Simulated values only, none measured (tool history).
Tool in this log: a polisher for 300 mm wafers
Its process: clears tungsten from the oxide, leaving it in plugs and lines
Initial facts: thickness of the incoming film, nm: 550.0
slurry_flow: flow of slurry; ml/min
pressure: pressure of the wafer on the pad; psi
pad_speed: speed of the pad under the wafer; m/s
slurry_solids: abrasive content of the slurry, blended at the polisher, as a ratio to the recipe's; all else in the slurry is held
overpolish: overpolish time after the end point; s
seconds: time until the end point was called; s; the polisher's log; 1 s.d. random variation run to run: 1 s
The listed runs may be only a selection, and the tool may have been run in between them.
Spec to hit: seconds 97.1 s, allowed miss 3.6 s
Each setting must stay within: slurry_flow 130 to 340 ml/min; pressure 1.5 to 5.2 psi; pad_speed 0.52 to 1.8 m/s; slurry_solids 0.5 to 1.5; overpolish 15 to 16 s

| run | hour | slurry_flow | pressure | pad_speed | slurry_solids | overpolish | seconds |
|---|---|---|---|---|---|---|---|
| 1 | 0 | 220 | 3.3 | 1.16 | 1 | 15 | 137.35 |
| 2 | 3.7 | 220 | 3.3 | 0.92 | 1 | 15 | 170.77 |
| 3 | 9.3 | 220 | 3.6 | 0.92 | 1 | 15 | 153.62 |
| 4 | 11.1 | 220 | 3.6 | 0.92 | 0.85 | 15 | 164.16 |
| 5 | 16 | 220 | 3.6 | 0.92 | 0.7 | 15 | 173.97 |
| 6 | 21.3 | 220 | 3.8 | 0.94 | 0.7 | 15 | 164.35 |
| 7 | 26.8 | 225 | 4.8 | 1.14 | 0.7 | 15 | 112.6 |
| 8 | 33.6 | 225 | 4.9 | 1.16 | 0.7 | 15 | 108.59 |
| 9 | 39.3 | 225 | 5.1 | 1.2 | 0.7 | 15 | 101.84 |

Exactly one of the 4 candidate moves below puts every result within its allowed miss. Which one?
| A | 45 | 200 | 4.7 | 1.34 | 0.75 | 16 | ? |
| B | 45 | 210 | 5.2 | 1.22 | 0.55 | 16 | ? |
| C | 45 | 200 | 4.7 | 1.18 | 0.75 | 16 | ? |
| D | 45 | 160 | 4.9 | 1.08 | 0.85 | 15 | ? |

| move | seconds |
|---|---|
| A | 95.925 |
| B | 108.42 |
| C | 107.02 |
| D | 107.55 |
A: each result inside its tolerance
B: lands further from the targets than the last run did
C: lands further from the targets than the last run did
D: lands further from the targets than the last run did
Correct choice: A, which meets every target

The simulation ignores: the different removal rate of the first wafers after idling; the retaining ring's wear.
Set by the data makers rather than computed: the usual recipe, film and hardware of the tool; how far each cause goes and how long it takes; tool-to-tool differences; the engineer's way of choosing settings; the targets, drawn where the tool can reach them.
